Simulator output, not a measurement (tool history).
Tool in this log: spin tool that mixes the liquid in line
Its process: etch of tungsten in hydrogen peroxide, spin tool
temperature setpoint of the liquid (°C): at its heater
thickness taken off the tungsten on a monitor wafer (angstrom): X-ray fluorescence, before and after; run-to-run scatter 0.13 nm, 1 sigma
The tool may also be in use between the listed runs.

run,day,temperature setpoint of the liquid (°C),concentration of hydrogen peroxide in the mixed liquid (% by weight),time under the liquid (s),thickness taken off the tungsten on a monitor wafer (angstrom)
1,0,58,18.5,15,318.63
2,0.242,59,18.5,15,336.7
3,0.458,59,15,15,301.96
4,0.667,59,17.5,15,327.56
5,0.729,54.5,17.5,15,251.33
6,0.904,57,17.5,15,290.7
7,1.05,58.5,17.5,15,320.04
8,1.217,59.5,17.5,15,338.54

Run 9 comes next. What will it give?
9,1.521,60,17.5,15,?

{"run 9": {"thickness taken off the tungsten on a monitor wafer (angstrom)": 349.15}}
